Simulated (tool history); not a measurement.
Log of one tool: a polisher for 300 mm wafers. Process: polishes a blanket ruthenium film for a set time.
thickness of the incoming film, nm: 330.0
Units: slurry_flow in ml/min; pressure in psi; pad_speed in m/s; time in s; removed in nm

Run 1, hour 0.0: slurry_flow 140 ml/min, pressure 2.0 psi, pad_speed 0.86 m/s, time 105 s. Result: removed 104.810 nm.
Run 2, hour 5.6: slurry_flow 140 ml/min, pressure 2.3 psi, pad_speed 0.86 m/s, time 105 s. Result: removed 120.920 nm.
Run 3, hour 8.2: slurry_flow 140 ml/min, pressure 2.3 psi, pad_speed 0.86 m/s, time 110 s. Result: removed 126.290 nm.
Run 4, hour 10.0: slurry_flow 140 ml/min, pressure 2.3 psi, pad_speed 0.78 m/s, time 110 s. Result: removed 114.510 nm.
Run 5, hour 16.7: slurry_flow 140 ml/min, pressure 2.3 psi, pad_speed 0.78 m/s, time 105 s. Result: removed 109.640 nm.
Run 6, hour 22.3: slurry_flow 135 ml/min, pressure 2.2 psi, pad_speed 0.78 m/s, time 105 s. Result: removed 104.440 nm.
Run 7, hour 28.4: slurry_flow 130 ml/min, pressure 2.1 psi, pad_speed 0.78 m/s, time 105 s. Result: removed 97.916 nm.

The next listed run, before its measurement:
Run 8, hour 31.7: slurry_flow 125 ml/min, pressure 2.1 psi, pad_speed 0.78 m/s, time 105 s. Result: removed ?.

{"run 8": {"removed": 98.89}}

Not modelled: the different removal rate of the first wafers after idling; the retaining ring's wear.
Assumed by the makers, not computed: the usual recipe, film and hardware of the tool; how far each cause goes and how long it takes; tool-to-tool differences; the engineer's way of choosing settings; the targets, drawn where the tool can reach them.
